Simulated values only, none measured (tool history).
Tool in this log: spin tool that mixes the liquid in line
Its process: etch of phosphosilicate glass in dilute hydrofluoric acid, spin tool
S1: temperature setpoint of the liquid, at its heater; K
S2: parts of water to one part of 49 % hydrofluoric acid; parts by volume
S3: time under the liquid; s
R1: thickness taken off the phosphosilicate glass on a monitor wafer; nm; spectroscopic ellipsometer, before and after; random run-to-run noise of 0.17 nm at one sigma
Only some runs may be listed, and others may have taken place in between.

Run 1, hour 0: S1 296.15 K, S2 175 parts by volume, S3 15 s. Result: R1 7.2835 nm.
Run 2, hour 7.1: S1 297.65 K, S2 155 parts by volume, S3 15 s. Result: R1 8.9722 nm.
Run 3, hour 14.8: S1 299.15 K, S2 140 parts by volume, S3 15 s. Result: R1 10.72 nm.
Run 4, hour 23.3: S1 297.65 K, S2 140 parts by volume, S3 15 s. Result: R1 10.077 nm.
Run 5, hour 28.9: S1 299.15 K, S2 130 parts by volume, S3 15 s. Result: R1 11.86 nm.
Run 6, hour 33.3: S1 296.65 K, S2 130 parts by volume, S3 15 s. Result: R1 10.55 nm.
Run 7, hour 40.6: S1 298.15 K, S2 125 parts by volume, S3 15 s. Result: R1 11.914 nm.
Run 8, hour 48.5: S1 299.15 K, S2 120 parts by volume, S3 15 s. Result: R1 12.836 nm.
Run 9, hour 57.5: S1 300.15 K, S2 115 parts by volume, S3 15 s. Result: R1 14.058 nm.
Run 10, hour 60.3: S1 301.15 K, S2 115 parts by volume, S3 15 s. Result: R1 14.321 nm.
Run 11, hour 62.6: S1 301.65 K, S2 110 parts by volume, S3 15 s. Result: R1 15.497 nm.
Run 12, hour 67.9: S1 302.15 K, S2 110 parts by volume, S3 15 s. Result: R1 15.908 nm.

Run 13 is up next; what results do you expect?
Run 13, hour 71.7: S1 302.65 K, S2 110 parts by volume, S3 15 s. Result: R1 ?.

R1: 16.259 nm
